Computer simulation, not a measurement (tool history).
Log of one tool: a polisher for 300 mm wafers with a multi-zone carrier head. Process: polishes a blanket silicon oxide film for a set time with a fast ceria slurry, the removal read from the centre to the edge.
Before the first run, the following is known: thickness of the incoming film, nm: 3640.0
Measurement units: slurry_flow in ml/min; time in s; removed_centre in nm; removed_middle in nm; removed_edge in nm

run 1 hour=0.0 | slurry_flow=250 centre_zone=1.00 middle_zone=1.00 edge_zone=1.00 time=50 | removed_centre=582.24 removed_middle=589.47 removed_edge=621.83
run 2 hour=5.3 | slurry_flow=245 centre_zone=1.01 middle_zone=0.99 edge_zone=0.98 time=47 | removed_centre=546.84 removed_middle=556.01 removed_edge=584.02
run 3 hour=7.6 | slurry_flow=235 centre_zone=1.02 middle_zone=0.97 edge_zone=0.96 time=44 | removed_centre=508.99 removed_middle=515.68 removed_edge=535.43
run 4 hour=13.3 | slurry_flow=235 centre_zone=1.02 middle_zone=0.97 edge_zone=0.96 time=35 | removed_centre=410.93 removed_middle=406.13 removed_edge=429.84
run 5 hour=18.7 | slurry_flow=235 centre_zone=1.02 middle_zone=0.97 edge_zone=0.88 time=35 | removed_centre=409.91 removed_middle=403.87 removed_edge=407.18
run 6 hour=22.1 | slurry_flow=235 centre_zone=1.03 middle_zone=0.96 edge_zone=0.88 time=34 | removed_centre=399.41 removed_middle=397.62 removed_edge=396.38
run 7 hour=28.8 | slurry_flow=235 centre_zone=1.04 middle_zone=0.95 edge_zone=0.88 time=33 | removed_centre=401.52 removed_middle=375.05 removed_edge=382.70
run 8 hour=32.4 | slurry_flow=235 centre_zone=1.04 middle_zone=0.94 edge_zone=0.87 time=32 | removed_centre=372.83 removed_middle=367.44 removed_edge=365.84
run 9 hour=39.8 | slurry_flow=235 centre_zone=1.05 middle_zone=0.93 edge_zone=0.88 time=32 | removed_centre=379.41 removed_middle=362.68 removed_edge=376.14
run 10 hour=47.4 | slurry_flow=235 centre_zone=1.06 middle_zone=0.92 edge_zone=0.87 time=31 | removed_centre=374.07 removed_middle=346.81 removed_edge=356.82

The next listed run, before its measurement:
run 11 hour=53.2 | slurry_flow=235 centre_zone=1.06 middle_zone=0.91 edge_zone=0.86 time=31 | removed_centre=? removed_middle=? removed_edge=?

{"run 11": {"removed_centre": 373.7, "removed_middle": 344.84, "removed_edge": 350.5}}
